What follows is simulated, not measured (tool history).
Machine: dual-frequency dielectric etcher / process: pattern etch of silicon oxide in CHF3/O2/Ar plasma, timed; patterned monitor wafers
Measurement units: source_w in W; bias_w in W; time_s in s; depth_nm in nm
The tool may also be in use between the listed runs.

run  hour  source_w  bias_w  time_s  depth_nm
  1   0.0       850     217   445.5    975.94
  2   7.7       800     214   445.0    950.35
  3  14.9       760     211   444.5    928.88
  4  19.5       760     224   444.5    946.78
  5  24.1       730     220   444.0    929.54
  6  32.8       700     217   443.5    909.78
  7  33.9       670     215   443.0    887.00
  8  42.4       650     214   443.0    884.95
  9  46.1       630     213   443.0    870.99
 10  49.1       620     212   443.0    881.13
 11  54.9       620     212   443.0    872.63

Expected results for the next run?
 12  63.3       610     211   443.0         ?

{"run 12": {"depth_nm": 871.03}}
